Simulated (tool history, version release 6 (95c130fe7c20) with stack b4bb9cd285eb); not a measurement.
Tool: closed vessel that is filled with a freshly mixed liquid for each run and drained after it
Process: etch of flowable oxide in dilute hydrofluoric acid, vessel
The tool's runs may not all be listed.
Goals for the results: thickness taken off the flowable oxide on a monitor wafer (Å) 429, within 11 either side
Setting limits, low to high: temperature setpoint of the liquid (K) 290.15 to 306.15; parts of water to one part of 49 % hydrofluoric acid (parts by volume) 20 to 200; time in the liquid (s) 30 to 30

run	hour	temperature setpoint of the liquid (K)	parts of water to one part of 49 % hydrofluoric acid (parts by volume)	time in the liquid (s)	thickness taken off the flowable oxide on a monitor wafer (Å)
1	0	298.15	110	30	168.78
2	3.8	301.15	110	30	189.04
3	8.2	301.15	110	30	186.13
4	16.1	301.15	110	30	188.28
5	22.7	303.15	110	30	202
6	27.3	303.15	110	30	204.62
7	35.8	303.65	95	30	245.07
8	40.1	304.15	85	30	286.11
9	45.6	306.15	50	30	549.96
10	47.7	304.65	50	30	515.21

Pick the move, out of 4, that brings all results within their allowed miss; only one does.
A	49.8	302.65	55	30	?
B	49.8	305.65	65	30	?
C	49.8	300.65	55	30	?
D	49.8	303.65	60	30	?

move	thickness taken off the flowable oxide on a monitor wafer (Å)
A	427.08
B	399.44
C	394.61
D	403.96
A: meets every target
B: moves the result that the last run missed by most past its target, out the other side
C: moves the result that the last run missed by most past its target, out the other side
D: moves the result that the last run missed by most past its target, out the other side
A meets every target.

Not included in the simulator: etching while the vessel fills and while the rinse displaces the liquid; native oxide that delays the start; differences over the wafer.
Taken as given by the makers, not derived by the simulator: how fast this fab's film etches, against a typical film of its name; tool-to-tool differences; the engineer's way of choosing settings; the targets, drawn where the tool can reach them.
